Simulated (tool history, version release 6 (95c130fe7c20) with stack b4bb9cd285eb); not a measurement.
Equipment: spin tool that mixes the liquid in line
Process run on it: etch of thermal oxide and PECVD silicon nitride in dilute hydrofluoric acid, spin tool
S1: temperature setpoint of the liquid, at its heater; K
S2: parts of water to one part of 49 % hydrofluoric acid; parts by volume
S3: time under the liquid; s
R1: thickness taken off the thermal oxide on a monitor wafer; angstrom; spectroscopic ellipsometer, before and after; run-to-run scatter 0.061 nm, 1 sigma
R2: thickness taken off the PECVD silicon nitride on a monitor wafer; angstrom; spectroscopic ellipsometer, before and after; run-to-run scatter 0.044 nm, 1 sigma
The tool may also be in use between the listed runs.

run 1 hour=0 | S1=298.15 S2=255 S3=180 | R1=29.643 R2=11.377
run 2 hour=6.6 | S1=294.65 S2=255 S3=180 | R1=25.861 R2=9.7996
run 3 hour=14.6 | S1=295.65 S2=230 S3=175 | R1=29.916 R2=11.05
run 4 hour=23.5 | S1=295.65 S2=310 S3=175 | R1=20.34 R2=8.0609
run 5 hour=29.5 | S1=298.15 S2=310 S3=175 | R1=22.395 R2=9.4904
run 6 hour=33.9 | S1=301.65 S2=310 S3=175 | R1=25.235 R2=12.149
run 7 hour=37.4 | S1=300.65 S2=270 S3=170 | R1=28.484 R2=13.127
run 8 hour=45.9 | S1=299.65 S2=235 S3=170 | R1=33.013 R2=13.271
run 9 hour=47.2 | S1=299.65 S2=205 S3=165 | R1=36.96 R2=14.908

Run 10 has not been measured yet. What should we expect?
run 10 hour=50.5 | S1=299.15 S2=180 S3=165 | R1=? R2=?

{"run 10": {"R1": 43.561, "R2": 17.151}}
